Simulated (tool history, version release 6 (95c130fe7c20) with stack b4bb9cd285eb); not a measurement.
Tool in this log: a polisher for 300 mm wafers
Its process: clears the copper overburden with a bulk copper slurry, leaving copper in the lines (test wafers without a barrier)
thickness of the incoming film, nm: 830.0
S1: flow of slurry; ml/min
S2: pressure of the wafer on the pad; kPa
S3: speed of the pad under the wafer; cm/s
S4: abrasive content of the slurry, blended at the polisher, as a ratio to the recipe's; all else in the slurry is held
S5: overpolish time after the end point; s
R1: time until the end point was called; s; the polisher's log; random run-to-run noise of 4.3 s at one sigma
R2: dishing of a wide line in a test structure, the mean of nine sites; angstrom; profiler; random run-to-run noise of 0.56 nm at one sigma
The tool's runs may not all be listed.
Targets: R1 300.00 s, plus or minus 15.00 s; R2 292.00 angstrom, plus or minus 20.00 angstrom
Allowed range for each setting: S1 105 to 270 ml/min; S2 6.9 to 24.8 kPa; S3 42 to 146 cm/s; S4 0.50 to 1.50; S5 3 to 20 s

run  hour   S1    S2  S3    S4  S5      R1      R2
  1   0.0  175  15.9  94  1.00  10  126.03  445.03
  2   2.6  175  14.5  90  1.00  10  146.32  405.57
  3   3.5  175  13.8  88  1.00  10  153.18  381.07
  4   7.4  135  13.8  88  1.00  10  160.21  356.34
  5  15.2  135  15.9  88  1.00  10  140.14  409.78
  6  20.1  105  15.9  88  1.00  10  145.57  392.23
  7  28.0  105  14.5  86  1.00  11  162.65  382.17
  8  30.1  105  13.8  84  1.00  11  180.10  370.21
  9  31.9  105  13.1  84  1.00  11  180.72  353.14
 10  36.8  105  12.4  82  1.00  11  194.39  329.65

Consider the 4 candidate settings below. Which is the only one whose results all fall within their allowed miss of target?
  A  41.7  105  11.0  68  0.90  11   ?   ?
  B  41.7  105  10.3  76  0.95  16   ?   ?
  C  41.7  105   9.7  66  1.10  15   ?   ?
  D  41.7  105  11.0  70  0.95  13   ?   ?

move      R1      R2
   A  275.13  248.25
   B  257.40  358.79
   C  299.66  298.94
   D  263.20  297.83
A: closes in on the targets versus the last run, not all within tolerance yet
B: closes in on the targets versus the last run, not all within tolerance yet
C: meets every target
D: closes in on the targets versus the last run, not all within tolerance yet
The right move is C.
